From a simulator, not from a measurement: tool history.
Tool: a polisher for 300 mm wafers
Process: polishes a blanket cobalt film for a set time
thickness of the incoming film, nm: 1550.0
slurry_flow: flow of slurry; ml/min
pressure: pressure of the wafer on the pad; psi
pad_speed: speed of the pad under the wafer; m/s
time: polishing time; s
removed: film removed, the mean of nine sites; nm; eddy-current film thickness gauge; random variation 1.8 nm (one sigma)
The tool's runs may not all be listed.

{"run": 1, "hour": 0.0, "slurry_flow": 215, "pressure": 1.7, "pad_speed": 0.96, "time": 110, "removed": 365.39}
{"run": 2, "hour": 1.4, "slurry_flow": 210, "pressure": 1.6, "pad_speed": 0.96, "time": 110, "removed": 348.09}
{"run": 3, "hour": 6.1, "slurry_flow": 210, "pressure": 1.5, "pad_speed": 0.96, "time": 110, "removed": 336.69}
{"run": 4, "hour": 10.5, "slurry_flow": 210, "pressure": 1.5, "pad_speed": 0.96, "time": 116, "removed": 348.45}
{"run": 5, "hour": 18.7, "slurry_flow": 210, "pressure": 1.5, "pad_speed": 1.06, "time": 116, "removed": 391.47}
{"run": 6, "hour": 25.5, "slurry_flow": 210, "pressure": 1.4, "pad_speed": 1.04, "time": 116, "removed": 362.07}
{"run": 7, "hour": 33.8, "slurry_flow": 210, "pressure": 1.3, "pad_speed": 1.04, "time": 116, "removed": 345.48}

The next listed run, before its measurement:
{"run": 8, "hour": 39.3, "slurry_flow": 210, "pressure": 1.2, "pad_speed": 1.02, "time": 116, "removed": "?"}

Run 8 gave removed 321.33 nm.
